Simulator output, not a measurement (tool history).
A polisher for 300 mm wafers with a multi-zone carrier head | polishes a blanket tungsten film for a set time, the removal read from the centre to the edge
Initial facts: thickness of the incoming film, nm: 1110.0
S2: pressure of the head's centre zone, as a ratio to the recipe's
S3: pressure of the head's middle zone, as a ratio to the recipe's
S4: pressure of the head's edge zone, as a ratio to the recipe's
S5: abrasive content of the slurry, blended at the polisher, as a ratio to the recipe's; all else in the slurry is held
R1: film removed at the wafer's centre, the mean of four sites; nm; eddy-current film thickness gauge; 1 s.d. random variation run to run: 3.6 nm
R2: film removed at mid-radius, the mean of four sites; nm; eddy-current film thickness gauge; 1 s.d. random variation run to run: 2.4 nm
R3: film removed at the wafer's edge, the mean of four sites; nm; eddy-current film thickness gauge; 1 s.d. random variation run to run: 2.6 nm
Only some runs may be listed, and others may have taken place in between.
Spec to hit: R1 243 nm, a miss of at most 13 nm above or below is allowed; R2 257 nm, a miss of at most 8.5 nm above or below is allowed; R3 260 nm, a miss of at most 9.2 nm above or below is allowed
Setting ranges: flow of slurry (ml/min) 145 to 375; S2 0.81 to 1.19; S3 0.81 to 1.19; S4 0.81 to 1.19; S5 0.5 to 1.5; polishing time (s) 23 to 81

run 1 hour=0 | flow_of_slurry_(ml/min)=240 S2=1 S3=1 S4=1 S5=1 polishing_time_(s)=52 | R1=305.63 R2=300.17 R3=309.77
run 2 hour=1.3 | flow_of_slurry_(ml/min)=240 S2=0.99 S3=0.99 S4=0.98 S5=0.95 polishing_time_(s)=52 | R1=297.44 R2=297.24 R3=308.09
run 3 hour=7.4 | flow_of_slurry_(ml/min)=240 S2=0.99 S3=0.99 S4=0.97 S5=0.9 polishing_time_(s)=51 | R1=293.73 R2=292.53 R3=297.51
run 4 hour=13.1 | flow_of_slurry_(ml/min)=240 S2=0.99 S3=0.94 S4=0.97 S5=0.9 polishing_time_(s)=51 | R1=284.78 R2=277.47 R3=299.15
run 5 hour=14.7 | flow_of_slurry_(ml/min)=240 S2=0.98 S3=0.94 S4=0.96 S5=0.85 polishing_time_(s)=51 | R1=290.62 R2=277.6 R3=288.38
run 6 hour=17.9 | flow_of_slurry_(ml/min)=240 S2=0.98 S3=0.94 S4=1.02 S5=0.85 polishing_time_(s)=51 | R1=288.72 R2=277.18 R3=293.4
run 7 hour=24.5 | flow_of_slurry_(ml/min)=235 S2=0.96 S3=0.94 S4=1.02 S5=0.8 polishing_time_(s)=51 | R1=281.24 R2=272.37 R3=294.42
run 8 hour=31.5 | flow_of_slurry_(ml/min)=235 S2=0.95 S3=0.94 S4=1.01 S5=0.75 polishing_time_(s)=51 | R1=277.7 R2=271.33 R3=290.8

4 next moves are on the table. One of them brings every result within its allowed miss. Which?
run A hour=38.5 | flow_of_slurry_(ml/min)=235 S2=0.92 S3=1 S4=0.94 S5=0.8 polishing_time_(s)=46 | R1=? R2=? R3=?
run B hour=38.5 | flow_of_slurry_(ml/min)=300 S2=1.19 S3=0.98 S4=0.95 S5=0.65 polishing_time_(s)=49 | R1=? R2=? R3=?
run C hour=38.5 | flow_of_slurry_(ml/min)=305 S2=1.19 S3=0.99 S4=0.93 S5=0.5 polishing_time_(s)=49 | R1=? R2=? R3=?
run D hour=38.5 | flow_of_slurry_(ml/min)=240 S2=0.85 S3=1.12 S4=0.94 S5=0.55 polishing_time_(s)=49 | R1=? R2=? R3=?

move=A R1=241.41 R2=263.61 R3=260.26
move=B R1=333.63 R2=275.13 R3=275.68
move=C R1=322.71 R2=268.34 R3=264.83
move=D R1=225.88 R2=293.97 R3=262.83
A: every result within its allowed miss
B: its largest miss is bigger than the last run's
C: meets the target for the result that was furthest off, but another lies outside its allowed miss
D: meets the target for the result that was furthest off, but another lies outside its allowed miss
Correct choice: A, which meets every target
